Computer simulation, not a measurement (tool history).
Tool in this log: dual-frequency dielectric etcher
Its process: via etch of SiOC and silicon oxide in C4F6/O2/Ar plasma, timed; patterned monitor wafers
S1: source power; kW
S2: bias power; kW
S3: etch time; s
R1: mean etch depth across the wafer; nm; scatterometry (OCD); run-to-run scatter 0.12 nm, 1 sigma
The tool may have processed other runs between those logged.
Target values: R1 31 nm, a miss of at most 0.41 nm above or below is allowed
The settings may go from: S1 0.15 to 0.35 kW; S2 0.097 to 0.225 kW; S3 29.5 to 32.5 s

run 1 hour=0 | S1=0.25 S2=0.161 S3=32.5 | R1=27.75
run 2 hour=1.6 | S1=0.22 S2=0.161 S3=32.5 | R1=26.06
run 3 hour=5.2 | S1=0.24 S2=0.161 S3=32.5 | R1=27.179
run 4 hour=13.9 | S1=0.25 S2=0.162 S3=32.5 | R1=27.892
run 5 hour=21.4 | S1=0.26 S2=0.162 S3=32.5 | R1=28.481
run 6 hour=25.3 | S1=0.27 S2=0.162 S3=32.5 | R1=28.854
run 7 hour=33.3 | S1=0.27 S2=0.162 S3=32.5 | R1=29.241
run 8 hour=40 | S1=0.28 S2=0.162 S3=32.5 | R1=29.631
run 9 hour=42.3 | S1=0.29 S2=0.163 S3=32.5 | R1=29.966

Which of these 4 next moves meets every target?
run A hour=44.6 | S1=0.33 S2=0.16 S3=29.5 | R1=?
run B hour=44.6 | S1=0.29 S2=0.166 S3=31.5 | R1=?
run C hour=44.6 | S1=0.3 S2=0.17 S3=29.5 | R1=?
run D hour=44.6 | S1=0.31 S2=0.173 S3=31.5 | R1=?

move=A R1=28.96
move=B R1=29.516
move=C R1=28.411
move=D R1=31.071
A: lands further from the targets than the last run did
B: lands further from the targets than the last run did
C: lands further from the targets than the last run did
D: in spec on every target
Move D is the one to make.
